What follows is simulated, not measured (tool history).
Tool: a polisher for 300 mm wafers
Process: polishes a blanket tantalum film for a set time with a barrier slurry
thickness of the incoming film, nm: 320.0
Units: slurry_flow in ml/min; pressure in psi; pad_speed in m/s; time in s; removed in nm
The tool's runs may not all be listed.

run	day	slurry_flow	pressure	pad_speed	slurry_solids	time	removed
1	0	310	2.3	0.9	1	21	36.143
2	0.312	310	2.3	0.9	1	21	37.206
3	0.646	310	2.3	0.9	1.1	21	37.974
4	0.712	310	1.9	0.88	1.1	21	31.401
5	0.846	310	1.9	1.02	1.1	21	35.751
6	1.179	310	1.9	1.02	1.25	21	37.335
7	1.429	310	1.6	0.96	1.25	21	30.071

Run 8 comes next. What will it give?
8	1.667	310	1	0.9	1.25	21	?

{"run 8": {"removed": 17.524}}

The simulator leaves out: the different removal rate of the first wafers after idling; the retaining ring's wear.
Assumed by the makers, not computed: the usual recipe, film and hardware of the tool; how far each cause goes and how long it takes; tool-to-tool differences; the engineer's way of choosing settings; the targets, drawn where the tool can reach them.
